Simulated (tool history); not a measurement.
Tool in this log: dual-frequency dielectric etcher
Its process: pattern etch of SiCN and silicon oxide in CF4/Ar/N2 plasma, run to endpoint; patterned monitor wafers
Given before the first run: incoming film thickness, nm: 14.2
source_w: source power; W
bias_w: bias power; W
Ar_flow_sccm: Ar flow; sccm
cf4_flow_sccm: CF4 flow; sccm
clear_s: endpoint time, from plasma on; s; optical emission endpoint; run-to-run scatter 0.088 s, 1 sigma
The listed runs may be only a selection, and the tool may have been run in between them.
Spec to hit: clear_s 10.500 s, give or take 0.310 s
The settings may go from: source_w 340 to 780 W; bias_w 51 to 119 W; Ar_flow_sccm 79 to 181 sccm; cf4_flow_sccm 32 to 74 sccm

Run 1, hour 0.0: source_w 560 W, bias_w 85 W, Ar_flow_sccm 130 sccm, cf4_flow_sccm 53 sccm. Result: clear_s 14.996 s.
Run 2, hour 8.9: source_w 560 W, bias_w 85 W, Ar_flow_sccm 138 sccm, cf4_flow_sccm 53 sccm. Result: clear_s 15.041 s.
Run 3, hour 17.7: source_w 620 W, bias_w 87 W, Ar_flow_sccm 137 sccm, cf4_flow_sccm 53 sccm. Result: clear_s 13.689 s.
Run 4, hour 23.3: source_w 660 W, bias_w 89 W, Ar_flow_sccm 136 sccm, cf4_flow_sccm 53 sccm. Result: clear_s 12.726 s.
Run 5, hour 26.9: source_w 690 W, bias_w 90 W, Ar_flow_sccm 135 sccm, cf4_flow_sccm 53 sccm. Result: clear_s 12.002 s.
Run 6, hour 33.9: source_w 710 W, bias_w 91 W, Ar_flow_sccm 135 sccm, cf4_flow_sccm 53 sccm. Result: clear_s 11.443 s.
Run 7, hour 36.8: source_w 720 W, bias_w 91 W, Ar_flow_sccm 135 sccm, cf4_flow_sccm 53 sccm. Result: clear_s 11.211 s.
Run 8, hour 44.9: source_w 730 W, bias_w 91 W, Ar_flow_sccm 135 sccm, cf4_flow_sccm 53 sccm. Result: clear_s 11.189 s.
Run 9, hour 53.3: source_w 740 W, bias_w 91 W, Ar_flow_sccm 135 sccm, cf4_flow_sccm 53 sccm. Result: clear_s 11.198 s.
Run 10, hour 60.9: source_w 750 W, bias_w 92 W, Ar_flow_sccm 135 sccm, cf4_flow_sccm 53 sccm. Result: clear_s 10.810 s.

Which single option among these 5 for the next run brings every result within its allowed miss of target? Just one does.
Run A, hour 68.5: source_w 760 W, bias_w 90 W, Ar_flow_sccm 117 sccm, cf4_flow_sccm 51 sccm. Result: clear_s ?.
Run B, hour 68.5: source_w 760 W, bias_w 79 W, Ar_flow_sccm 139 sccm, cf4_flow_sccm 53 sccm. Result: clear_s ?.
Run C, hour 68.5: source_w 770 W, bias_w 81 W, Ar_flow_sccm 163 sccm, cf4_flow_sccm 59 sccm. Result: clear_s ?.
Run D, hour 68.5: source_w 730 W, bias_w 94 W, Ar_flow_sccm 143 sccm, cf4_flow_sccm 54 sccm. Result: clear_s ?.
Run E, hour 68.5: source_w 780 W, bias_w 87 W, Ar_flow_sccm 97 sccm, cf4_flow_sccm 62 sccm. Result: clear_s ?.

move  clear_s
   A   10.733
   B   11.456
   C   11.316
   D   11.248
   E   10.045
A: each result inside its tolerance
B: moves away from the targets compared with the last run
C: moves away from the targets compared with the last run
D: moves away from the targets compared with the last run
E: pushes the last run's worst result past its target
Move A is the one to make.
